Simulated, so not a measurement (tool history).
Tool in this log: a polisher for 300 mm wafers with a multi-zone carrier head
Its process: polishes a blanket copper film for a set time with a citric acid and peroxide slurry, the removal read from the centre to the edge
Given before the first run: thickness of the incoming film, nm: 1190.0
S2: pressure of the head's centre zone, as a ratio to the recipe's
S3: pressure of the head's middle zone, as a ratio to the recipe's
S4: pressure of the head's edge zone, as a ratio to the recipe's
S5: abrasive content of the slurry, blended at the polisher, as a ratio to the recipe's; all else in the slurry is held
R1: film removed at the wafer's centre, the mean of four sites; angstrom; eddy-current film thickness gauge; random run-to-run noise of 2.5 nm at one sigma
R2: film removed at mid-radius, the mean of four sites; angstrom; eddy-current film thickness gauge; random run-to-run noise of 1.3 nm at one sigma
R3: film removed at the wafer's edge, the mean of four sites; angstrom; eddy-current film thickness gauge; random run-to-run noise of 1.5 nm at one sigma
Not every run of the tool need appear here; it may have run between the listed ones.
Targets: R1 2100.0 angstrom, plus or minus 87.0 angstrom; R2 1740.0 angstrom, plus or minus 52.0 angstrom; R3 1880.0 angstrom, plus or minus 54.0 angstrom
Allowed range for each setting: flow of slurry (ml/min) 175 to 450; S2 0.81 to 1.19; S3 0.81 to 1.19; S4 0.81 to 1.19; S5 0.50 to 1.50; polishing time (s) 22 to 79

Run 1, hour 0.0: flow of slurry (ml/min) 290, S2 1.00, S3 1.00, S4 1.00, S5 1.00, polishing time (s) 50. Result: R1 1550.1 angstrom, R2 1503.7 angstrom, R3 1523.8 angstrom.
Run 2, hour 6.7: flow of slurry (ml/min) 295, S2 1.03, S3 1.00, S4 1.03, S5 1.10, polishing time (s) 50. Result: R1 1624.5 angstrom, R2 1546.7 angstrom, R3 1571.3 angstrom.
Run 3, hour 11.5: flow of slurry (ml/min) 295, S2 1.03, S3 1.00, S4 1.03, S5 1.30, polishing time (s) 50. Result: R1 1680.0 angstrom, R2 1585.9 angstrom, R3 1622.8 angstrom.
Run 4, hour 13.6: flow of slurry (ml/min) 300, S2 1.06, S3 1.00, S4 1.06, S5 1.35, polishing time (s) 51. Result: R1 1748.0 angstrom, R2 1642.3 angstrom, R3 1707.7 angstrom.
Run 5, hour 14.9: flow of slurry (ml/min) 300, S2 1.12, S3 1.00, S4 1.06, S5 1.35, polishing time (s) 51. Result: R1 1876.5 angstrom, R2 1617.5 angstrom, R3 1712.0 angstrom.
Run 6, hour 17.0: flow of slurry (ml/min) 365, S2 1.12, S3 1.00, S4 1.06, S5 1.35, polishing time (s) 51. Result: R1 1893.0 angstrom, R2 1668.4 angstrom, R3 1730.1 angstrom.
Run 7, hour 20.0: flow of slurry (ml/min) 365, S2 1.13, S3 1.00, S4 1.07, S5 1.40, polishing time (s) 51. Result: R1 1912.5 angstrom, R2 1690.7 angstrom, R3 1787.5 angstrom.
Run 8, hour 21.8: flow of slurry (ml/min) 365, S2 1.14, S3 1.00, S4 1.07, S5 1.40, polishing time (s) 51. Result: R1 1994.5 angstrom, R2 1666.7 angstrom, R3 1769.8 angstrom.
Run 9, hour 29.4: flow of slurry (ml/min) 370, S2 1.15, S3 1.01, S4 1.08, S5 1.40, polishing time (s) 51. Result: R1 1991.2 angstrom, R2 1710.3 angstrom, R3 1777.4 angstrom.
Run 10, hour 36.0: flow of slurry (ml/min) 375, S2 1.16, S3 1.01, S4 1.09, S5 1.40, polishing time (s) 51. Result: R1 2005.6 angstrom, R2 1675.6 angstrom, R3 1772.7 angstrom.
Run 11, hour 44.9: flow of slurry (ml/min) 380, S2 1.16, S3 1.01, S4 1.10, S5 1.40, polishing time (s) 51. Result: R1 2028.4 angstrom, R2 1681.3 angstrom, R3 1781.6 angstrom.
Run 12, hour 52.6: flow of slurry (ml/min) 380, S2 1.16, S3 1.01, S4 1.11, S5 1.40, polishing time (s) 51. Result: R1 1965.2 angstrom, R2 1704.8 angstrom, R3 1765.0 angstrom.
Run 13, hour 57.5: flow of slurry (ml/min) 380, S2 1.16, S3 1.00, S4 1.11, S5 1.40, polishing time (s) 51. Result: R1 1991.5 angstrom, R2 1664.4 angstrom, R3 1799.8 angstrom.
Run 14, hour 63.4: flow of slurry (ml/min) 385, S2 1.17, S3 1.00, S4 1.11, S5 1.40, polishing time (s) 51. Result: R1 1977.4 angstrom, R2 1674.2 angstrom, R3 1795.8 angstrom.

Of the 5 settings listed for the next run, only one would bring every result within its allowed miss of target. Which one?
Run A, hour 69.3: flow of slurry (ml/min) 380, S2 1.18, S3 1.01, S4 1.14, S5 1.50, polishing time (s) 56. Result: R1 ?, R2 ?, R3 ?.
Run B, hour 69.3: flow of slurry (ml/min) 315, S2 1.17, S3 0.99, S4 1.13, S5 1.40, polishing time (s) 53. Result: R1 ?, R2 ?, R3 ?.
Run C, hour 69.3: flow of slurry (ml/min) 405, S2 1.11, S3 0.88, S4 1.19, S5 1.50, polishing time (s) 50. Result: R1 ?, R2 ?, R3 ?.
Run D, hour 69.3: flow of slurry (ml/min) 390, S2 1.11, S3 0.98, S4 1.12, S5 1.25, polishing time (s) 58. Result: R1 ?, R2 ?, R3 ?.
Run E, hour 69.3: flow of slurry (ml/min) 395, S2 1.18, S3 0.97, S4 1.08, S5 1.35, polishing time (s) 57. Result: R1 ?, R2 ?, R3 ?.

move      R1      R2      R3
   A  2239.3  1909.4  2056.5
   B  2035.7  1730.9  1886.7
   C  1887.8  1568.2  1886.6
   D  2096.0  1864.3  2028.4
   E  2231.2  1853.1  1993.1
A: takes the biggest miss from the last run beyond its target
B: every result lands within tolerance
C: the furthest-off result lands on target, but another misses its tolerance
D: takes the biggest miss from the last run beyond its target
E: takes the biggest miss from the last run beyond its target
Go with B: it meets all targets.

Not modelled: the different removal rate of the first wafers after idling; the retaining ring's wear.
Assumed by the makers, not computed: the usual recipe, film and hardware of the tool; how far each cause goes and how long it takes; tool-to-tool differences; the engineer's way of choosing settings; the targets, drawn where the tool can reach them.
